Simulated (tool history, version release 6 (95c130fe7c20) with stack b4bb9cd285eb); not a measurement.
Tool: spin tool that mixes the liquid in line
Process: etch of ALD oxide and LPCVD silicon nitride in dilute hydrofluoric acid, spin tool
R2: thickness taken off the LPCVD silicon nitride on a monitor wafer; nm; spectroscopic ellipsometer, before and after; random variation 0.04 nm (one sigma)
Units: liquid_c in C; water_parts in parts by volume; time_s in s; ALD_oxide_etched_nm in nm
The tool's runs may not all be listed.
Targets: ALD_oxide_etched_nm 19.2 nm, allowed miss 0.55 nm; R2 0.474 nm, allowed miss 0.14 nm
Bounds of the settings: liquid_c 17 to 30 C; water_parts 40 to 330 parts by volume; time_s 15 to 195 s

Run 1, hour 0: liquid_c 22 C, water_parts 185 parts by volume, time_s 100 s. Result: ALD_oxide_etched_nm 8.5605 nm, R2 0.27107 nm.
Run 2, hour 5.8: liquid_c 23 C, water_parts 165 parts by volume, time_s 100 s. Result: ALD_oxide_etched_nm 10.181 nm, R2 0.27959 nm.
Run 3, hour 14.3: liquid_c 24.5 C, water_parts 150 parts by volume, time_s 100 s. Result: ALD_oxide_etched_nm 12.266 nm, R2 0.33067 nm.
Run 4, hour 17.1: liquid_c 24.5 C, water_parts 200 parts by volume, time_s 100 s. Result: ALD_oxide_etched_nm 8.5907 nm, R2 0.25451 nm.
Run 5, hour 20.1: liquid_c 28 C, water_parts 200 parts by volume, time_s 100 s. Result: ALD_oxide_etched_nm 9.6019 nm, R2 0.3123 nm.
Run 6, hour 22.5: liquid_c 24.5 C, water_parts 200 parts by volume, time_s 100 s. Result: ALD_oxide_etched_nm 8.5303 nm, R2 0.27808 nm.
Run 7, hour 30: liquid_c 25.5 C, water_parts 180 parts by volume, time_s 100 s. Result: ALD_oxide_etched_nm 10.048 nm, R2 0.34171 nm.
Run 8, hour 35.2: liquid_c 25.5 C, water_parts 160 parts by volume, time_s 100 s. Result: ALD_oxide_etched_nm 11.599 nm, R2 0.35252 nm.
Run 9, hour 43.7: liquid_c 26 C, water_parts 145 parts by volume, time_s 100 s. Result: ALD_oxide_etched_nm 13.269 nm, R2 0.45354 nm.
Run 10, hour 47.4: liquid_c 26 C, water_parts 135 parts by volume, time_s 100 s. Result: ALD_oxide_etched_nm 14.348 nm, R2 0.45814 nm.
Run 11, hour 51.7: liquid_c 28.5 C, water_parts 90 parts by volume, time_s 95 s. Result: ALD_oxide_etched_nm 23.934 nm, R2 0.74963 nm.
Run 12, hour 58.9: liquid_c 27.5 C, water_parts 90 parts by volume, time_s 95 s. Result: ALD_oxide_etched_nm 22.628 nm, R2 0.63783 nm.

4 next moves are on the table. One of them brings every result within its allowed miss. Which?
Run A, hour 66.1: liquid_c 25.5 C, water_parts 80 parts by volume, time_s 70 s. Result: ALD_oxide_etched_nm ?, R2 ?.
Run B, hour 66.1: liquid_c 25 C, water_parts 95 parts by volume, time_s 85 s. Result: ALD_oxide_etched_nm ?, R2 ?.
Run C, hour 66.1: liquid_c 26 C, water_parts 80 parts by volume, time_s 70 s. Result: ALD_oxide_etched_nm ?, R2 ?.
Run D, hour 66.1: liquid_c 22.5 C, water_parts 80 parts by volume, time_s 85 s. Result: ALD_oxide_etched_nm ?, R2 ?.

move  ALD_oxide_etched_nm       R2
   A                18.07  0.50061
   B               17.769  0.49629
   C               18.432   0.5173
   D               19.449  0.49795
A: takes the result that was furthest off past its target
B: takes the result that was furthest off past its target
C: takes the result that was furthest off past its target
D: meets every target
Move D is the one to make.

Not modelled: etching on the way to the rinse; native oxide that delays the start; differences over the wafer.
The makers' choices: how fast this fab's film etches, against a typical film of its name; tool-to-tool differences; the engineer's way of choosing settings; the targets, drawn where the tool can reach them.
